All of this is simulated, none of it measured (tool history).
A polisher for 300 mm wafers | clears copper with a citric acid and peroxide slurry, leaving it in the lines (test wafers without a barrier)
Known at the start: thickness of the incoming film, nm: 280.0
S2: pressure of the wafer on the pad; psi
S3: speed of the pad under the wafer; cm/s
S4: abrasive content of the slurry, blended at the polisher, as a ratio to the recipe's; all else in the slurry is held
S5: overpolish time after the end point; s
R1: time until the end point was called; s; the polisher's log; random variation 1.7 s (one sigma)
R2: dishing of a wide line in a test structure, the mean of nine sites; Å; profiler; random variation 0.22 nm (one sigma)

Run 1, hour 0: flow of slurry (ml/min) 235, S2 2.4 psi, S3 108 cm/s, S4 1, S5 17 s. Result: R1 140.78 s, R2 210.3 Å.
Run 2, hour 4.8: flow of slurry (ml/min) 230, S2 2.2 psi, S3 108 cm/s, S4 1, S5 17 s. Result: R1 152.13 s, R2 197.85 Å.
Run 3, hour 9.4: flow of slurry (ml/min) 230, S2 2.1 psi, S3 108 cm/s, S4 1, S5 17 s. Result: R1 161.61 s, R2 181.54 Å.
Run 4, hour 15.4: flow of slurry (ml/min) 230, S2 2.1 psi, S3 120 cm/s, S4 1, S5 17 s. Result: R1 152.07 s, R2 194.58 Å.
Run 5, hour 19.2: flow of slurry (ml/min) 225, S2 2 psi, S3 120 cm/s, S4 1, S5 18 s. Result: R1 159.38 s, R2 194.64 Å.
Run 6, hour 22.8: flow of slurry (ml/min) 225, S2 2 psi, S3 144 cm/s, S4 1, S5 18 s. Result: R1 141.91 s, R2 215.9 Å.
Run 7, hour 28.4: flow of slurry (ml/min) 225, S2 2 psi, S3 144 cm/s, S4 1, S5 18 s. Result: R1 143.85 s, R2 214.91 Å.
Run 8, hour 33.4: flow of slurry (ml/min) 220, S2 1.8 psi, S3 144 cm/s, S4 1, S5 18 s. Result: R1 156.09 s, R2 195.08 Å.
Run 9, hour 37.2: flow of slurry (ml/min) 210, S2 1.7 psi, S3 144 cm/s, S4 1, S5 18 s. Result: R1 168.42 s, R2 187.56 Å.
Run 10, hour 42.5: flow of slurry (ml/min) 195, S2 1.7 psi, S3 144 cm/s, S4 1, S5 18 s. Result: R1 167.85 s, R2 185.68 Å.
Run 11, hour 48: flow of slurry (ml/min) 190, S2 1.7 psi, S3 144 cm/s, S4 1, S5 18 s. Result: R1 170.07 s, R2 183.39 Å.
Run 12, hour 56.2: flow of slurry (ml/min) 180, S2 1.7 psi, S3 144 cm/s, S4 1, S5 18 s. Result: R1 172.06 s, R2 185.72 Å.
Run 13, hour 59.7: flow of slurry (ml/min) 165, S2 1.5 psi, S3 144 cm/s, S4 1, S5 18 s. Result: R1 193.7 s, R2 163.63 Å.
Run 14, hour 61: flow of slurry (ml/min) 170, S2 1.5 psi, S3 144 cm/s, S4 1, S5 18 s. Result: R1 194.53 s, R2 163.21 Å.

Forecast run 15:
Run 15, hour 62: flow of slurry (ml/min) 180, S2 1.5 psi, S3 144 cm/s, S4 1, S5 18 s. Result: R1 ?, R2 ?.

Run 15 gave R1 191.31 s, R2 165.04 Å.

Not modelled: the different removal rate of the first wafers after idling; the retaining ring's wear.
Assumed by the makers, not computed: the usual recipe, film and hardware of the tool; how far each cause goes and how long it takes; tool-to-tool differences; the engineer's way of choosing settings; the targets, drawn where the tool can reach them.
